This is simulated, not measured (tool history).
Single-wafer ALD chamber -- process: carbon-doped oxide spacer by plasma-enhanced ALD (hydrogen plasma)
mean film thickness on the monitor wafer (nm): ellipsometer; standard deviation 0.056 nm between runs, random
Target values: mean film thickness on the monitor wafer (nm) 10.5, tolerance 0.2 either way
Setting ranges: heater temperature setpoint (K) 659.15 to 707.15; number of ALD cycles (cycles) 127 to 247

run  hour  heater temperature setpoint (K)  number of ALD cycles (cycles)  mean film thickness on the monitor wafer (nm)
  1     0                           683.15                            187                                         9.0998
  2   1.3                           673.15                            187                                         9.3545
  3   9.2                           671.15                            192                                         9.6448
  4  11.5                           670.15                            195                                         9.6363
  5  18.3                           677.15                            195                                         9.7167
  6  22.8                           677.15                            198                                         9.7652
  7  28.5                           676.15                            201                                         9.9621
  8  37.8                           675.15                            203                                         10.133
  9  39.4                           674.15                            204                                         10.188
 10  45.3                           673.15                            205                                         10.205

5 candidate next runs follow, results not yet known. Just one meets every target within its allowed miss. Identify it.
  A  51.2                           674.15                            210                                              ?
  B  51.2                           675.15                            222                                              ?
  C  51.2                           662.15                            220                                              ?
  D  51.2                           674.15                            219                                              ?
  E  51.2                           667.15                            221                                              ?

move  mean film thickness on the monitor wafer (nm)
   A                                         10.461
   B                                         11.029
   C                                         10.959
   D                                         10.909
   E                                         11.009
A: hits every target within its allowed miss
B: pushes the last run's worst result past its target
C: pushes the last run's worst result past its target
D: pushes the last run's worst result past its target
E: pushes the last run's worst result past its target
So the answer is move A, the one that meets all the targets.

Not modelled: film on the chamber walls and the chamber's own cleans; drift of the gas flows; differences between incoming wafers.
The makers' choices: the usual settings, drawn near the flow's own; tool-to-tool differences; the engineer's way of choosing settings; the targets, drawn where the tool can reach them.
